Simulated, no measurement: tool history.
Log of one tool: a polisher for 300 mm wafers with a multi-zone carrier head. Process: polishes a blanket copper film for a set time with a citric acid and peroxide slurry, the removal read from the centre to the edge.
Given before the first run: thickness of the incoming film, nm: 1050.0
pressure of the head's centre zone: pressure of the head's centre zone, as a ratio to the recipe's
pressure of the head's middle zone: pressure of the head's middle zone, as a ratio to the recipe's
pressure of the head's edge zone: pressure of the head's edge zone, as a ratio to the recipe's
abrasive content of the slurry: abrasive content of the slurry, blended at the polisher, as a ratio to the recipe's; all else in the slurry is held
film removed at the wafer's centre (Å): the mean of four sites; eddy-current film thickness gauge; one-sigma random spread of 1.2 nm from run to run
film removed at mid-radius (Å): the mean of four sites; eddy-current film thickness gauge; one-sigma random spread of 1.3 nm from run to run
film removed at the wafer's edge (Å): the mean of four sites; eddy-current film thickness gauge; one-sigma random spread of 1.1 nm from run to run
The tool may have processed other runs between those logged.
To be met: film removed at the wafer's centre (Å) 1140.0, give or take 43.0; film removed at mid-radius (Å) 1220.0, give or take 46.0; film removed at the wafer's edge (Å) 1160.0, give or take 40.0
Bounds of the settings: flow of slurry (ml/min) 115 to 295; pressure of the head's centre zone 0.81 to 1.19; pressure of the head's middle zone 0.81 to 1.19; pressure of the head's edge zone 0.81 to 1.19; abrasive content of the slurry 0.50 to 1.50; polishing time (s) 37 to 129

| run | hour | flow of slurry (ml/min) | pressure of the head's centre zone | pressure of the head's middle zone | pressure of the head's edge zone | abrasive content of the slurry | polishing time (s) | film removed at the wafer's centre (Å) | film removed at mid-radius (Å) | film removed at the wafer's edge (Å) |
|---|---|---|---|---|---|---|---|---|---|---|
| 1 | 0.0 | 190 | 1.00 | 1.00 | 1.00 | 1.00 | 83 | 1791.0 | 1839.8 | 1831.8 |
| 2 | 2.4 | 210 | 1.00 | 1.00 | 1.00 | 1.00 | 83 | 1841.8 | 1900.1 | 1834.3 |
| 3 | 4.0 | 215 | 0.98 | 0.99 | 0.98 | 0.90 | 78 | 1619.8 | 1739.3 | 1674.9 |
| 4 | 11.8 | 220 | 0.98 | 0.97 | 0.96 | 0.80 | 74 | 1551.9 | 1559.2 | 1571.4 |
| 5 | 16.0 | 220 | 0.98 | 1.00 | 0.96 | 0.80 | 74 | 1538.0 | 1593.3 | 1565.9 |
| 6 | 19.2 | 220 | 0.98 | 1.00 | 0.96 | 0.70 | 74 | 1479.8 | 1545.4 | 1480.9 |
| 7 | 26.9 | 210 | 0.97 | 1.00 | 0.95 | 0.65 | 72 | 1387.5 | 1515.4 | 1442.8 |
| 8 | 27.7 | 210 | 0.97 | 1.00 | 0.94 | 0.60 | 69 | 1327.0 | 1414.5 | 1344.4 |
| 9 | 30.9 | 200 | 0.96 | 0.99 | 0.92 | 0.60 | 68 | 1293.5 | 1328.9 | 1326.8 |
| 10 | 35.6 | 195 | 0.96 | 1.00 | 0.90 | 0.60 | 67 | 1259.0 | 1323.3 | 1285.4 |
| 11 | 36.8 | 185 | 0.96 | 1.01 | 0.88 | 0.60 | 67 | 1238.2 | 1336.5 | 1251.3 |
| 12 | 41.1 | 175 | 0.96 | 1.01 | 0.87 | 0.60 | 67 | 1232.0 | 1308.7 | 1255.6 |

Exactly one of the 5 candidate moves below puts every result within its allowed miss. Which one?
| A | 45.4 | 200 | 1.12 | 0.97 | 0.94 | 0.60 | 56 | ? | ? | ? |
| B | 45.4 | 165 | 0.95 | 0.99 | 0.87 | 0.60 | 63 | ? | ? | ? |
| C | 45.4 | 165 | 0.98 | 0.92 | 0.90 | 0.55 | 63 | ? | ? | ? |
| D | 45.4 | 220 | 1.06 | 1.01 | 0.92 | 0.55 | 61 | ? | ? | ? |
| E | 45.4 | 170 | 1.10 | 1.06 | 0.87 | 0.50 | 61 | ? | ? | ? |

| move | film removed at the wafer's centre (Å) | film removed at mid-radius (Å) | film removed at the wafer's edge (Å) |
|---|---|---|---|
| A | 1207.9 | 1086.8 | 1096.6 |
| B | 1131.1 | 1202.2 | 1161.3 |
| C | 1142.5 | 1116.8 | 1160.7 |
| D | 1251.7 | 1218.7 | 1174.5 |
| E | 1212.3 | 1191.8 | 1089.3 |
A: carries the result that was furthest off beyond its target, to the other side
B: all results in spec
C: brings the last run's worst result on target, with another outside its allowed miss
D: brings the last run's worst result on target, with another outside its allowed miss
E: carries the result that was furthest off beyond its target, to the other side
Move B is the one to make.

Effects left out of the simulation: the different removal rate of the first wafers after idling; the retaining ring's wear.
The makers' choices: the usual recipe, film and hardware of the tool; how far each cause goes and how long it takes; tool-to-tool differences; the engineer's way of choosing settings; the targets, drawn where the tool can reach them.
